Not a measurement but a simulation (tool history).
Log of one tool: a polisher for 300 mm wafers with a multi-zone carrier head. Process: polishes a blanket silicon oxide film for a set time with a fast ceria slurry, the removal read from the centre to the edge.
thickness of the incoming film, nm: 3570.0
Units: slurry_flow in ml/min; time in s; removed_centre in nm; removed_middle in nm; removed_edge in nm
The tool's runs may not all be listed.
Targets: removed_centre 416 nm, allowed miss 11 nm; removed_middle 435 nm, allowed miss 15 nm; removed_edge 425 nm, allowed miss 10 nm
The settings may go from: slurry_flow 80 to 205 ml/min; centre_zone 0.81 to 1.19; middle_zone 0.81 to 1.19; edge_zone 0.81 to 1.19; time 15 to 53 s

| run | hour | slurry_flow | centre_zone | middle_zone | edge_zone | time | removed_centre | removed_middle | removed_edge |
|---|---|---|---|---|---|---|---|---|---|
| 1 | 0 | 135 | 1 | 1 | 1 | 34 | 345.3 | 349.27 | 366.88 |
| 2 | 4.6 | 155 | 1 | 1 | 1 | 34 | 363.5 | 365.08 | 373.09 |
| 3 | 5.7 | 155 | 1.05 | 1 | 1 | 34 | 387.81 | 364.65 | 375.16 |
| 4 | 12.2 | 155 | 1.05 | 1 | 0.95 | 34 | 385.79 | 363.54 | 366.17 |
| 5 | 16.3 | 155 | 1.05 | 1.04 | 0.95 | 34 | 381.85 | 370.65 | 369.02 |
| 6 | 23.9 | 155 | 0.97 | 1.04 | 0.95 | 34 | 358.37 | 374.4 | 366.53 |
| 7 | 29.1 | 155 | 0.97 | 1.04 | 0.95 | 34 | 353.43 | 375.06 | 362.83 |
| 8 | 33.2 | 155 | 0.97 | 1.04 | 0.95 | 34 | 358.2 | 374.73 | 360.54 |
| 9 | 38.9 | 160 | 0.98 | 1.05 | 0.98 | 34 | 358.93 | 368.1 | 372.33 |
| 10 | 45.6 | 160 | 0.98 | 1.06 | 0.98 | 35 | 372.57 | 393.7 | 379.88 |

5 next moves are on the table. One of them brings every result within its allowed miss. Which?
| A | 52.3 | 115 | 0.92 | 0.97 | 1.16 | 39 | ? | ? | ? |
| B | 52.3 | 160 | 0.99 | 1.06 | 0.96 | 39 | ? | ? | ? |
| C | 52.3 | 175 | 1.06 | 1.1 | 0.93 | 38 | ? | ? | ? |
| D | 52.3 | 95 | 0.81 | 1.12 | 1.09 | 45 | ? | ? | ? |
| E | 52.3 | 205 | 0.81 | 1.17 | 0.96 | 37 | ? | ? | ? |

| move | removed_centre | removed_middle | removed_edge |
|---|---|---|---|
| A | 350.78 | 383.14 | 433.02 |
| B | 420.81 | 444.31 | 423.66 |
| C | 449.4 | 451.89 | 412.94 |
| D | 327.05 | 449.31 | 462.14 |
| E | 345.54 | 472.61 | 416.46 |
A: brings the result that was furthest off to its target, and leaves another outside
B: meets every target
C: nearer than the last run, and not there yet
D: takes the result that was furthest off past its target
E: brings the result that was furthest off to its target, and leaves another outside
Answer: B
